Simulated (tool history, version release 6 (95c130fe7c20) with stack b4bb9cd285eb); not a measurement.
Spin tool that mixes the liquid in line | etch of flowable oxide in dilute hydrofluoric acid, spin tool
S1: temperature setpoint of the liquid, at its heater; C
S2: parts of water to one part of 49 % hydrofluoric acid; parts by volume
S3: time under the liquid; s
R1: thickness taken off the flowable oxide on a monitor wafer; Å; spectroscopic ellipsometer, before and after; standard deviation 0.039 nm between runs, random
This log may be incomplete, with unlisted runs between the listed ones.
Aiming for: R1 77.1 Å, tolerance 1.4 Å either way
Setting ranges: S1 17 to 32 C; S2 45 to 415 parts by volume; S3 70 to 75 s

run  hour    S1   S2  S3      R1
  1     0    24  230  70  70.492
  2   5.7  24.5  230  70  71.716
  3    11  24.5  160  70  112.27
  4  17.5  24.5  160  70  112.54
  5  18.8  23.5  160  70  107.28
  6  22.2  22.5  160  70  103.69
  7  27.5    22  160  70  100.51
  8  29.3  21.5  160  70  99.775

Below are 5 possible settings for the next run. Only one of them brings all results inside the allowed miss of their targets. Which is it?
  A  31.1  23.5  205  70   ?
  B  31.1  21.5  175  70   ?
  C  31.1  23.5  220  70   ?
  D  31.1  23.5  215  75   ?
  E  31.1    28  240  70   ?

move      R1
   A  79.275
   B   88.86
   C  72.717
   D   80.14
   E  76.539
A: moves toward the targets from the last run without getting all of them in spec
B: moves toward the targets from the last run without getting all of them in spec
C: takes the biggest miss from the last run beyond its target
D: moves toward the targets from the last run without getting all of them in spec
E: all results land within tolerance of their targets
Go with E: it meets all targets.
